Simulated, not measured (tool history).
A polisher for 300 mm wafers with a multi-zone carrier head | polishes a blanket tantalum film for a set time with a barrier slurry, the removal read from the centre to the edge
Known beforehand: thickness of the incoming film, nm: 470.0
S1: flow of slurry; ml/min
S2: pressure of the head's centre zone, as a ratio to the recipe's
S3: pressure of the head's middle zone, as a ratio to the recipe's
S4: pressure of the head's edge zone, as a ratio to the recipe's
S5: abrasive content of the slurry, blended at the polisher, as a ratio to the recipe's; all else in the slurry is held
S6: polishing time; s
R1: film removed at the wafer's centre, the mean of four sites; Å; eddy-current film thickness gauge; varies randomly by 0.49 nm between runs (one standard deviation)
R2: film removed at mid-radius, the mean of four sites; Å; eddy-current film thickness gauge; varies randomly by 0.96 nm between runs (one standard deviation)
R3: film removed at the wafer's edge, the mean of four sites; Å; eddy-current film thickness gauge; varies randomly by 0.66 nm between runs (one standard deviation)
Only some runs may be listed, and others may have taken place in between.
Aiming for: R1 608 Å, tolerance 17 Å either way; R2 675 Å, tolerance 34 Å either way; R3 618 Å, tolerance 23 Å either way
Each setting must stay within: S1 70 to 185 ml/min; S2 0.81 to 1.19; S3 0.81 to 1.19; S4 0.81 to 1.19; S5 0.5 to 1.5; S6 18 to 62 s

{"run": 1, "hour": 0.0, "S1": 120, "S2": 1, "S3": 1, "S4": 1, "S5": 1, "S6": 40, "R1": 768.4, "R2": 768.1, "R3": 756.94}
{"run": 2, "hour": 1.3, "S1": 110, "S2": 0.98, "S3": 1, "S4": 0.96, "S5": 0.95, "S6": 40, "R1": 723.32, "R2": 757.76, "R3": 729.1}
{"run": 3, "hour": 9.5, "S1": 105, "S2": 0.97, "S3": 1, "S4": 0.93, "S5": 0.85, "S6": 40, "R1": 678.98, "R2": 703.81, "R3": 684.85}
{"run": 4, "hour": 11.9, "S1": 100, "S2": 0.96, "S3": 1.01, "S4": 0.9, "S5": 0.85, "S6": 40, "R1": 678.24, "R2": 713.49, "R3": 668.9}
{"run": 5, "hour": 19.6, "S1": 100, "S2": 0.96, "S3": 1.09, "S4": 0.9, "S5": 0.85, "S6": 40, "R1": 671.13, "R2": 763.12, "R3": 658.12}
{"run": 6, "hour": 20.6, "S1": 100, "S2": 0.96, "S3": 1.09, "S4": 0.98, "S5": 0.85, "S6": 40, "R1": 659.43, "R2": 742.88, "R3": 700.04}
{"run": 7, "hour": 24.9, "S1": 95, "S2": 0.96, "S3": 1.09, "S4": 0.95, "S5": 0.8, "S6": 40, "R1": 646.49, "R2": 735.8, "R3": 672.93}
{"run": 8, "hour": 29.5, "S1": 90, "S2": 0.96, "S3": 1.08, "S4": 0.93, "S5": 0.75, "S6": 40, "R1": 623.26, "R2": 717.28, "R3": 655.31}

Which of these 4 next moves meets every target?
{"run": "A", "hour": 34.1, "S1": 95, "S2": 0.92, "S3": 1.14, "S4": 0.89, "S5": 0.75, "S6": 39, "R1": "?", "R2": "?", "R3": "?"}
{"run": "B", "hour": 34.1, "S1": 95, "S2": 1.03, "S3": 1.03, "S4": 0.81, "S5": 0.7, "S6": 39, "R1": "?", "R2": "?", "R3": "?"}
{"run": "C", "hour": 34.1, "S1": 85, "S2": 0.98, "S3": 1.06, "S4": 0.9, "S5": 0.55, "S6": 43, "R1": "?", "R2": "?", "R3": "?"}
{"run": "D", "hour": 34.1, "S1": 70, "S2": 1.03, "S3": 0.98, "S4": 1, "S5": 0.85, "S6": 43, "R1": "?", "R2": "?", "R3": "?"}

move=A R1=594.33 R2=734.03 R3=617.06
move=B R1=653.66 R2=660.81 R3=582.01
move=C R1=613.07 R2=672.08 R3=613.66
move=D R1=653.31 R2=647.26 R3=685.9
A: meets the target for the result that was furthest off, but another lies outside its allowed miss
B: takes the biggest miss from the last run beyond its target
C: each result inside its tolerance
D: lands further from the targets than the last run did
Go with C: it meets all targets.

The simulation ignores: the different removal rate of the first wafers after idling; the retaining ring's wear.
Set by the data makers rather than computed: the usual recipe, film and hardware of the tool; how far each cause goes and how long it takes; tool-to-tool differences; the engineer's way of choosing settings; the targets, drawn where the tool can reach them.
